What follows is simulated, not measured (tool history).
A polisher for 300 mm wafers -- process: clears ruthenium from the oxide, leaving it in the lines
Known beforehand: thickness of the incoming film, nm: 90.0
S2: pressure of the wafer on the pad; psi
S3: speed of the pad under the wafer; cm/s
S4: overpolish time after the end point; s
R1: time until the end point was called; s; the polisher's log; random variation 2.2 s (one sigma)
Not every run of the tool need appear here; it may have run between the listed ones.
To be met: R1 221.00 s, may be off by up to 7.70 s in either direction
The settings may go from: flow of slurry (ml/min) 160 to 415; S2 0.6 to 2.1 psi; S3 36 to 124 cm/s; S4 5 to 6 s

{"run": 1, "hour": 0.0, "flow of slurry (ml/min)": 265, "S2": 1.3, "S3": 80, "S4": 6, "R1": 145.85}
{"run": 2, "hour": 1.2, "flow of slurry (ml/min)": 265, "S2": 1.3, "S3": 80, "S4": 5, "R1": 145.18}
{"run": 3, "hour": 4.7, "flow of slurry (ml/min)": 265, "S2": 1.1, "S3": 80, "S4": 5, "R1": 169.51}
{"run": 4, "hour": 6.9, "flow of slurry (ml/min)": 265, "S2": 1.1, "S3": 90, "S4": 5, "R1": 151.13}
{"run": 5, "hour": 13.3, "flow of slurry (ml/min)": 265, "S2": 1.4, "S3": 90, "S4": 5, "R1": 120.8}
{"run": 6, "hour": 19.8, "flow of slurry (ml/min)": 265, "S2": 1.4, "S3": 80, "S4": 5, "R1": 134.9}
{"run": 7, "hour": 21.6, "flow of slurry (ml/min)": 265, "S2": 1.2, "S3": 80, "S4": 5, "R1": 158.13}
{"run": 8, "hour": 30.0, "flow of slurry (ml/min)": 265, "S2": 1.1, "S3": 80, "S4": 5, "R1": 168.66}
{"run": 9, "hour": 32.6, "flow of slurry (ml/min)": 260, "S2": 0.7, "S3": 78, "S4": 5, "R1": 268.64}
{"run": 10, "hour": 40.4, "flow of slurry (ml/min)": 270, "S2": 0.8, "S3": 78, "S4": 5, "R1": 233.02}
{"run": 11, "hour": 47.2, "flow of slurry (ml/min)": 280, "S2": 0.8, "S3": 78, "S4": 5, "R1": 234.42}
{"run": 12, "hour": 51.2, "flow of slurry (ml/min)": 285, "S2": 0.8, "S3": 78, "S4": 5, "R1": 232.7}
{"run": 13, "hour": 59.4, "flow of slurry (ml/min)": 290, "S2": 0.8, "S3": 78, "S4": 5, "R1": 234.19}
{"run": 14, "hour": 61.5, "flow of slurry (ml/min)": 290, "S2": 0.9, "S3": 78, "S4": 5, "R1": 206.53}
{"run": 15, "hour": 69.6, "flow of slurry (ml/min)": 280, "S2": 0.9, "S3": 78, "S4": 5, "R1": 208.05}
{"run": 16, "hour": 76.3, "flow of slurry (ml/min)": 270, "S2": 0.9, "S3": 78, "S4": 5, "R1": 210.25}
{"run": 17, "hour": 79.6, "flow of slurry (ml/min)": 270, "S2": 0.8, "S3": 78, "S4": 5, "R1": 232.36}
{"run": 18, "hour": 82.5, "flow of slurry (ml/min)": 275, "S2": 0.8, "S3": 78, "S4": 5, "R1": 234.91}
{"run": 19, "hour": 87.2, "flow of slurry (ml/min)": 285, "S2": 0.8, "S3": 78, "S4": 5, "R1": 234.4}
{"run": 20, "hour": 95.4, "flow of slurry (ml/min)": 285, "S2": 0.9, "S3": 78, "S4": 5, "R1": 206.81}
{"run": 21, "hour": 104.4, "flow of slurry (ml/min)": 280, "S2": 0.8, "S3": 78, "S4": 5, "R1": 235.4}
{"run": 22, "hour": 106.6, "flow of slurry (ml/min)": 310, "S2": 0.9, "S3": 78, "S4": 5, "R1": 205.09}
{"run": 23, "hour": 112.4, "flow of slurry (ml/min)": 300, "S2": 0.9, "S3": 78, "S4": 5, "R1": 206.15}
{"run": 24, "hour": 114.4, "flow of slurry (ml/min)": 290, "S2": 0.9, "S3": 78, "S4": 5, "R1": 209.21}
{"run": 25, "hour": 123.1, "flow of slurry (ml/min)": 270, "S2": 0.8, "S3": 78, "S4": 5, "R1": 235.06}
{"run": 26, "hour": 127.9, "flow of slurry (ml/min)": 280, "S2": 0.8, "S3": 78, "S4": 5, "R1": 234.38}

Which single option among these 5 for the next run brings every result within its allowed miss of target? Just one does.
{"run": "A", "hour": 132.7, "flow of slurry (ml/min)": 280, "S2": 0.8, "S3": 74, "S4": 6, "R1": "?"}
{"run": "B", "hour": 132.7, "flow of slurry (ml/min)": 290, "S2": 1.0, "S3": 74, "S4": 6, "R1": "?"}
{"run": "C", "hour": 132.7, "flow of slurry (ml/min)": 280, "S2": 0.8, "S3": 78, "S4": 6, "R1": "?"}
{"run": "D", "hour": 132.7, "flow of slurry (ml/min)": 260, "S2": 0.7, "S3": 86, "S4": 6, "R1": "?"}
{"run": "E", "hour": 132.7, "flow of slurry (ml/min)": 245, "S2": 1.1, "S3": 62, "S4": 6, "R1": "?"}

move=A R1=245.31
move=B R1=197.45
move=C R1=233.11
move=D R1=242.56
move=E R1=217.54
A: further off than the last run
B: carries the result that was furthest off beyond its target, to the other side
C: gains on the last run, yet a result remains outside its allowed miss
D: further off than the last run
E: every result within its allowed miss
The move that meets every target is E.

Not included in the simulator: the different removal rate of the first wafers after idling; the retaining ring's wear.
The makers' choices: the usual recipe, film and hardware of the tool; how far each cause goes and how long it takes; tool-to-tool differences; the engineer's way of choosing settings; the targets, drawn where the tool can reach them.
